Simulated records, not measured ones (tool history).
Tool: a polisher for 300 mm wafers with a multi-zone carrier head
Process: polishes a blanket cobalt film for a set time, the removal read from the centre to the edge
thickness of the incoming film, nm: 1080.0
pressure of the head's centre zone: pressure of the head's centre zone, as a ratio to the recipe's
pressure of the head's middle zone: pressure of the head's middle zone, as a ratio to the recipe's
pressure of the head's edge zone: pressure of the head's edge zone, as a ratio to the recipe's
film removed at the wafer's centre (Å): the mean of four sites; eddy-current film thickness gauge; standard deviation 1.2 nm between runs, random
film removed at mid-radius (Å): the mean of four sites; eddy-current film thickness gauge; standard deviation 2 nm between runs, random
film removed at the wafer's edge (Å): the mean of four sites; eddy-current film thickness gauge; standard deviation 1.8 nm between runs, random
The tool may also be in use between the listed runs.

| run | day | flow of slurry (ml/min) | pressure of the head's centre zone | pressure of the head's middle zone | pressure of the head's edge zone | polishing time (s) | film removed at the wafer's centre (Å) | film removed at mid-radius (Å) | film removed at the wafer's edge (Å) |
|---|---|---|---|---|---|---|---|---|---|
| 1 | 0 | 295 | 1 | 1 | 1 | 56 | 1556.9 | 1588.8 | 1567.9 |
| 2 | 0.088 | 295 | 0.94 | 1 | 1 | 56 | 1440 | 1589.1 | 1586.8 |
| 3 | 0.225 | 295 | 0.92 | 1 | 0.98 | 54 | 1370 | 1541.7 | 1530.8 |
| 4 | 0.542 | 295 | 0.91 | 1 | 0.96 | 52 | 1302.9 | 1494.8 | 1414.7 |
| 5 | 0.733 | 290 | 0.89 | 0.99 | 0.95 | 51 | 1249.9 | 1416.6 | 1397.1 |
| 6 | 0.971 | 285 | 0.88 | 0.99 | 0.94 | 51 | 1230.3 | 1484.7 | 1379.2 |
| 7 | 1.067 | 285 | 0.88 | 0.98 | 0.94 | 51 | 1225.9 | 1434 | 1420.4 |

Run 8 comes next. What will it give?
| 8 | 1.321 | 285 | 0.88 | 0.98 | 0.93 | 50 | ? | ? | ? |

{"run 8": {"film removed at the wafer's centre (Å)": 1219.8, "film removed at mid-radius (Å)": 1379, "film removed at the wafer's edge (Å)": 1366.7}}
